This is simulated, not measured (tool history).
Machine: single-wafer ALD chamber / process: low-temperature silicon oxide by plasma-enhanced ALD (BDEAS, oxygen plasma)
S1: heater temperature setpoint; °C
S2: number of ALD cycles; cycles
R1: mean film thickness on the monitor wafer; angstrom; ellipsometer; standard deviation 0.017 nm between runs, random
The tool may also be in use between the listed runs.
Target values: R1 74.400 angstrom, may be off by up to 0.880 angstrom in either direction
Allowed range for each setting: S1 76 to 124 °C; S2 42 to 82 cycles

{"run": 1, "hour": 0.0, "S1": 100, "S2": 62, "R1": 81.536}
{"run": 2, "hour": 4.1, "S1": 110, "S2": 62, "R1": 78.999}
{"run": 3, "hour": 5.9, "S1": 111, "S2": 62, "R1": 78.528}
{"run": 4, "hour": 12.4, "S1": 112, "S2": 62, "R1": 78.451}
{"run": 5, "hour": 17.7, "S1": 113, "S2": 62, "R1": 78.458}
{"hour": 20.5, "done": "thermocouple changed; heater temperature recalibrated"}
{"run": 6, "hour": 20.5, "S1": 113, "S2": 67, "R1": 83.873}
{"run": 7, "hour": 23.5, "S1": 114, "S2": 66, "R1": 82.585}
{"run": 8, "hour": 25.7, "S1": 115, "S2": 65, "R1": 81.111}

Next run, 4 choices. One meets every target within its allowed miss, the rest don't. Which?
{"run": "A", "hour": 27.9, "S1": 114, "S2": 61, "R1": "?"}
{"run": "B", "hour": 27.9, "S1": 120, "S2": 60, "R1": "?"}
{"run": "C", "hour": 27.9, "S1": 108, "S2": 73, "R1": "?"}
{"run": "D", "hour": 27.9, "S1": 118, "S2": 62, "R1": "?"}

move=A R1=76.184
move=B R1=73.983
move=C R1=92.331
move=D R1=76.777
A: closer than the last run, but not yet in spec
B: hits every target within its allowed miss
C: moves away from the targets compared with the last run
D: closer than the last run, but not yet in spec
So the answer is move B, the one that meets all the targets.
